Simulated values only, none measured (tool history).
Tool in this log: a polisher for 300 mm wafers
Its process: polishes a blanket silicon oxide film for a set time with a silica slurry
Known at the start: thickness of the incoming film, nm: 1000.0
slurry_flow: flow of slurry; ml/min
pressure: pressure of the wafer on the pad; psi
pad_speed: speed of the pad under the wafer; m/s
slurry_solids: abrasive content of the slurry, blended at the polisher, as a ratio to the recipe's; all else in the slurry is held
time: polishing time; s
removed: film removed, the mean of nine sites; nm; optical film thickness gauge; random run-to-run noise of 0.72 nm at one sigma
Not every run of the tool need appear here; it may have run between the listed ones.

Run 1, hour 0: slurry_flow 315 ml/min, pressure 4 psi, pad_speed 0.96 m/s, slurry_solids 1, time 41 s. Result: removed 125.7 nm.
Run 2, hour 5.9: slurry_flow 315 ml/min, pressure 3.3 psi, pad_speed 0.88 m/s, slurry_solids 1, time 41 s. Result: removed 98.458 nm.
Run 3, hour 7.1: slurry_flow 315 ml/min, pressure 2.8 psi, pad_speed 0.84 m/s, slurry_solids 1, time 41 s. Result: removed 81.261 nm.
Run 4, hour 16: slurry_flow 315 ml/min, pressure 2.5 psi, pad_speed 0.84 m/s, slurry_solids 1, time 41 s. Result: removed 73.827 nm.
Run 5, hour 17: slurry_flow 315 ml/min, pressure 3.1 psi, pad_speed 0.84 m/s, slurry_solids 1, time 41 s. Result: removed 92.084 nm.
Run 6, hour 25.6: slurry_flow 315 ml/min, pressure 2.7 psi, pad_speed 0.82 m/s, slurry_solids 1, time 41 s. Result: removed 76.256 nm.
Run 7, hour 34: slurry_flow 315 ml/min, pressure 2.5 psi, pad_speed 0.82 m/s, slurry_solids 1, time 41 s. Result: removed 70.589 nm.

Run 8 is up next; what results do you expect?
Run 8, hour 36.4: slurry_flow 315 ml/min, pressure 2.4 psi, pad_speed 0.82 m/s, slurry_solids 1, time 41 s. Result: removed ?.

{"run 8": {"removed": 68.984}}
